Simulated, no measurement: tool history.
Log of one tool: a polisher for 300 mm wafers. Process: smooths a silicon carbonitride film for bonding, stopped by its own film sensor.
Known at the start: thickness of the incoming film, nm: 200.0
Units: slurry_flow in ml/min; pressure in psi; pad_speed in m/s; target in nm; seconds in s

run	hour	slurry_flow	pressure	pad_speed	slurry_solids	target	seconds
1	0.0	145	2.2	0.86	1.0	163	172.25
2	8.6	145	2.2	1.06	1.0	163	152.82
3	13.6	145	2.3	1.08	1.0	163	144.43
4	14.6	165	2.3	1.08	1.0	163	135.96
5	19.5	165	2.3	1.08	1.0	163	136.32
6	20.9	170	2.4	1.08	1.0	163	130.90
7	26.5	170	2.5	1.08	1.0	163	123.31
8	35.0	175	2.6	1.08	1.0	163	123.64

The next listed run, before its measurement:
9	37.0	175	2.7	1.08	1.0	163	?

{"run 9": {"seconds": 117.42}}

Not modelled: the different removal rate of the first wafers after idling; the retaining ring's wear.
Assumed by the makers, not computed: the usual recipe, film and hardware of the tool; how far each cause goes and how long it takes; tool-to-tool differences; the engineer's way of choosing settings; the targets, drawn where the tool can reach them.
